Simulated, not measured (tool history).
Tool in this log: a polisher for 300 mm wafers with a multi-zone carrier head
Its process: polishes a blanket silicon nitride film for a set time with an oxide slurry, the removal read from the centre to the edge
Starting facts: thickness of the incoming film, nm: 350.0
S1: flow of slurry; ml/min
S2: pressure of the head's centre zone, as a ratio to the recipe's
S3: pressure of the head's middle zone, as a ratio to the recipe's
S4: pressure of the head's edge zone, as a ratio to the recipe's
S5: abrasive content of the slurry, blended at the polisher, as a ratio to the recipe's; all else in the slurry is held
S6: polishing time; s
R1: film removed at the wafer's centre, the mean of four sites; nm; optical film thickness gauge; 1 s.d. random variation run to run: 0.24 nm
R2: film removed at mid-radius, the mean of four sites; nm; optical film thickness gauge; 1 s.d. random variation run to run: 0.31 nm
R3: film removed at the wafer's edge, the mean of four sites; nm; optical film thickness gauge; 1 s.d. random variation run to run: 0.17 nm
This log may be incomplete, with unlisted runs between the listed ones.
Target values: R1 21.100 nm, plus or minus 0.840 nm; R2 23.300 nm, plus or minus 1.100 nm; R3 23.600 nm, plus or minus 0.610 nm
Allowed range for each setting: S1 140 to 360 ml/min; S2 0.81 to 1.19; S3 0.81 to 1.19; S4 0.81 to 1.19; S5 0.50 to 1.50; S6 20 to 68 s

{"run": 1, "hour": 0.0, "S1": 230, "S2": 1.0, "S3": 1.0, "S4": 1.0, "S5": 1.0, "S6": 44, "R1": 41.041, "R2": 40.316, "R3": 38.925}
{"run": 2, "hour": 6.8, "S1": 250, "S2": 1.0, "S3": 1.0, "S4": 1.0, "S5": 1.0, "S6": 44, "R1": 40.896, "R2": 40.687, "R3": 40.149}
{"run": 3, "hour": 14.9, "S1": 250, "S2": 0.97, "S3": 0.98, "S4": 0.98, "S5": 0.9, "S6": 42, "R1": 35.479, "R2": 36.12, "R3": 35.582}
{"run": 4, "hour": 21.5, "S1": 250, "S2": 1.04, "S3": 0.98, "S4": 0.98, "S5": 0.9, "S6": 42, "R1": 39.0, "R2": 35.72, "R3": 35.118}
{"run": 5, "hour": 22.7, "S1": 245, "S2": 1.0, "S3": 0.96, "S4": 0.95, "S5": 0.8, "S6": 41, "R1": 33.811, "R2": 32.333, "R3": 32.11}
{"run": 6, "hour": 29.3, "S1": 235, "S2": 0.97, "S3": 0.94, "S4": 0.92, "S5": 0.75, "S6": 40, "R1": 30.066, "R2": 29.112, "R3": 29.172}
{"run": 7, "hour": 34.4, "S1": 235, "S2": 0.97, "S3": 0.94, "S4": 0.92, "S5": 0.75, "S6": 40, "R1": 30.44, "R2": 29.684, "R3": 29.068}
{"run": 8, "hour": 39.5, "S1": 230, "S2": 0.94, "S3": 0.92, "S4": 0.91, "S5": 0.7, "S6": 40, "R1": 28.462, "R2": 28.137, "R3": 27.62}
{"run": 9, "hour": 42.8, "S1": 165, "S2": 0.84, "S3": 0.87, "S4": 0.95, "S5": 0.5, "S6": 39, "R1": 17.529, "R2": 17.992, "R3": 19.664}
{"run": 10, "hour": 50.2, "S1": 190, "S2": 0.84, "S3": 0.88, "S4": 0.96, "S5": 0.5, "S6": 39, "R1": 17.761, "R2": 18.41, "R3": 20.131}
{"run": 11, "hour": 56.5, "S1": 215, "S2": 0.85, "S3": 0.9, "S4": 0.96, "S5": 0.5, "S6": 39, "R1": 18.328, "R2": 19.618, "R3": 20.549}
{"run": 12, "hour": 57.6, "S1": 280, "S2": 0.91, "S3": 0.94, "S4": 1.06, "S5": 0.55, "S6": 39, "R1": 22.683, "R2": 23.281, "R3": 24.043}

5 candidate next runs follow, results not yet known. Just one meets every target within its allowed miss. Identify it.
{"run": "A", "hour": 58.7, "S1": 295, "S2": 0.82, "S3": 0.9, "S4": 1.18, "S5": 0.55, "S6": 36, "R1": "?", "R2": "?", "R3": "?"}
{"run": "B", "hour": 58.7, "S1": 330, "S2": 0.87, "S3": 1.12, "S4": 0.92, "S5": 0.5, "S6": 41, "R1": "?", "R2": "?", "R3": "?"}
{"run": "C", "hour": 58.7, "S1": 235, "S2": 0.87, "S3": 0.96, "S4": 1.02, "S5": 0.75, "S6": 31, "R1": "?", "R2": "?", "R3": "?"}
{"run": "D", "hour": 58.7, "S1": 270, "S2": 0.89, "S3": 0.87, "S4": 1.08, "S5": 0.5, "S6": 41, "R1": "?", "R2": "?", "R3": "?"}
{"run": "E", "hour": 58.7, "S1": 285, "S2": 0.91, "S3": 1.01, "S4": 1.03, "S5": 0.55, "S6": 37, "R1": "?", "R2": "?", "R3": "?"}

move=A R1=18.732 R2=21.277 R3=23.533
move=B R1=20.944 R2=27.000 R3=21.836
move=C R1=21.051 R2=23.928 R3=23.432
move=D R1=20.876 R2=21.370 R3=23.298
move=E R1=21.163 R2=23.992 R3=22.481
A: moves the result that the last run missed by most past its target, out the other side
B: puts the biggest miss on target and leaves a different result outside tolerance
C: every result lands within tolerance
D: puts the biggest miss on target and leaves a different result outside tolerance
E: puts the biggest miss on target and leaves a different result outside tolerance
Correct choice: C, which meets every target
